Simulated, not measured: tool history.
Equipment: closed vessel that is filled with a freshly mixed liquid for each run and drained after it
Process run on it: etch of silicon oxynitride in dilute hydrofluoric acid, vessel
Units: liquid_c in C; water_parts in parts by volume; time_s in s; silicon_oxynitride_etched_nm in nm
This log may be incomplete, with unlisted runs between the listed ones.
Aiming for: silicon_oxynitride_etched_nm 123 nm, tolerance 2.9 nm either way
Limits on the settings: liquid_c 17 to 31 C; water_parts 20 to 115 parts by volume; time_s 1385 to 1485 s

Run 1, hour 0: liquid_c 23 C, water_parts 65 parts by volume, time_s 1385 s. Result: silicon_oxynitride_etched_nm 52.055 nm.
Run 2, hour 3.3: liquid_c 23 C, water_parts 80 parts by volume, time_s 1385 s. Result: silicon_oxynitride_etched_nm 41.914 nm.
Run 3, hour 4.6: liquid_c 23 C, water_parts 60 parts by volume, time_s 1385 s. Result: silicon_oxynitride_etched_nm 56.974 nm.
Run 4, hour 11.5: liquid_c 23 C, water_parts 60 parts by volume, time_s 1385 s. Result: silicon_oxynitride_etched_nm 56.588 nm.
Run 5, hour 18: liquid_c 24.5 C, water_parts 55 parts by volume, time_s 1385 s. Result: silicon_oxynitride_etched_nm 65.91 nm.
Run 6, hour 19.2: liquid_c 23 C, water_parts 55 parts by volume, time_s 1385 s. Result: silicon_oxynitride_etched_nm 62.221 nm.
Run 7, hour 25.8: liquid_c 24.5 C, water_parts 50 parts by volume, time_s 1385 s. Result: silicon_oxynitride_etched_nm 73.857 nm.
Run 8, hour 32.6: liquid_c 28.5 C, water_parts 40 parts by volume, time_s 1385 s. Result: silicon_oxynitride_etched_nm 111.36 nm.
Run 9, hour 41: liquid_c 29 C, water_parts 40 parts by volume, time_s 1385 s. Result: silicon_oxynitride_etched_nm 114.16 nm.
Run 10, hour 43: liquid_c 29.5 C, water_parts 40 parts by volume, time_s 1385 s. Result: silicon_oxynitride_etched_nm 118.56 nm.

Next run, 4 choices. One meets every target within its allowed miss, the rest don't. Which?
Run A, hour 45: liquid_c 27.5 C, water_parts 40 parts by volume, time_s 1470 s. Result: silicon_oxynitride_etched_nm ?.
Run B, hour 45: liquid_c 29 C, water_parts 45 parts by volume, time_s 1485 s. Result: silicon_oxynitride_etched_nm ?.
Run C, hour 45: liquid_c 29 C, water_parts 40 parts by volume, time_s 1385 s. Result: silicon_oxynitride_etched_nm ?.
Run D, hour 45: liquid_c 29 C, water_parts 40 parts by volume, time_s 1465 s. Result: silicon_oxynitride_etched_nm ?.

move  silicon_oxynitride_etched_nm
   A                        112.52
   B                        108.16
   C                        113.99
   D                        120.57
A: further off than the last run
B: further off than the last run
C: further off than the last run
D: all results land within tolerance of their targets
The right move is D.
